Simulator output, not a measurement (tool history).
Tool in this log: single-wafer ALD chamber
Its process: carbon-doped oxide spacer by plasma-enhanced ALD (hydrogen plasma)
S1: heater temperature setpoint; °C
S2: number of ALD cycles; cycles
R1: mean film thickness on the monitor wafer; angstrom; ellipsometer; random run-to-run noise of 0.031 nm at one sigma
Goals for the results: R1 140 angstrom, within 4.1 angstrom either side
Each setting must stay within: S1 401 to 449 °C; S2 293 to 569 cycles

{"run": 1, "hour": 0.0, "S1": 425, "S2": 431, "R1": 186.26}
{"run": 2, "hour": 4.2, "S1": 426, "S2": 417, "R1": 179.93}
{"run": 3, "hour": 5.4, "S1": 431, "S2": 417, "R1": 177.5}
{"run": 4, "hour": 12.3, "S1": 426, "S2": 417, "R1": 180.06}
{"run": 5, "hour": 14.5, "S1": 420, "S2": 417, "R1": 184.01}
{"run": 6, "hour": 20.3, "S1": 421, "S2": 404, "R1": 176.56}
{"run": 7, "hour": 21.8, "S1": 422, "S2": 393, "R1": 172.36}
{"run": 8, "hour": 27.7, "S1": 423, "S2": 383, "R1": 166.77}
{"run": 9, "hour": 34.0, "S1": 424, "S2": 375, "R1": 163.26}
{"run": 10, "hour": 36.2, "S1": 425, "S2": 368, "R1": 159.21}
{"run": 11, "hour": 40.3, "S1": 426, "S2": 363, "R1": 156.9}
{"run": 12, "hour": 45.0, "S1": 433, "S2": 314, "R1": 132.31}

Next run, 5 choices. One meets every target within its allowed miss, the rest don't. Which?
{"run": "A", "hour": 49.7, "S1": 431, "S2": 311, "R1": "?"}
{"run": "B", "hour": 49.7, "S1": 427, "S2": 328, "R1": "?"}
{"run": "C", "hour": 49.7, "S1": 434, "S2": 299, "R1": "?"}
{"run": "D", "hour": 49.7, "S1": 439, "S2": 302, "R1": "?"}
{"run": "E", "hour": 49.7, "S1": 432, "S2": 293, "R1": "?"}

move=A R1=132.46
move=B R1=141.45
move=C R1=126.14
move=D R1=125.39
move=E R1=124.4
A: no better and no worse than the last run
B: every result lands within tolerance
C: misses by more than the last run did
D: misses by more than the last run did
E: misses by more than the last run did
Go with B: it meets all targets.
